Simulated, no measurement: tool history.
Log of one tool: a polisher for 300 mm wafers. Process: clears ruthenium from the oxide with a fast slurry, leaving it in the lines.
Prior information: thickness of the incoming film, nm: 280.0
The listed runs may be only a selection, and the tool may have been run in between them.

run	hour	flow of slurry (ml/min)	pressure of the wafer on the pad (kPa)	speed of the pad under the wafer (m/s)	abrasive content of the slurry	overpolish time after the end point (s)	time until the end point was called (s)	dishing of a wide line in a test structure (Å)
1	0	195	19.3	1.18	1	9	63.898	358.63
2	4.1	195	20.7	1.18	1	9	60.208	369.8
3	11.3	195	20.7	1.3	1	9	53.907	383.69
4	12.3	195	21.4	1.3	1	9	52.618	424.11
5	12.9	195	21.4	1.58	1	9	44.291	469.34
6	14.7	195	21.4	1.58	1	7	44.533	380.11
7	17.8	195	21.4	1.58	1	8	45.115	428.1
8	23.9	195	22.1	1.58	1	9	43.018	491.54

Expected results for the next run?
# hour 27.9: head pressure recalibrated
9	27.9	195	22.8	1.58	1	10	?	?

{"run 9": {"time until the end point was called (s)": 45.616, "dishing of a wide line in a test structure (Å)": 515.82}}
